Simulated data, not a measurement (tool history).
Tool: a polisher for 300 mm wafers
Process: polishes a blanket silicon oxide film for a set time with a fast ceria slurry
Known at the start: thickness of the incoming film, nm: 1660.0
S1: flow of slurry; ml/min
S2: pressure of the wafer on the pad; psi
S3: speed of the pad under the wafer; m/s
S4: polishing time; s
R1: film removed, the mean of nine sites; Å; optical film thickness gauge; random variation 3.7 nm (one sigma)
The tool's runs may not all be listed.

run,hour,S1,S2,S3,S4,R1
1,0,205,2.1,1.12,47,6210.7
2,8.2,205,1.9,1.08,47,5481.7
3,16.8,205,2.1,1.08,47,5982.5
4,20.4,205,1.8,1.08,47,5285.2
5,21.6,205,1.7,1.04,47,4855.4
6,24.2,205,1.6,1,47,4401.8

Forecast run 7:
7,29.5,205,1.5,0.98,47,?

{"run 7": {"R1": 4195.3}}
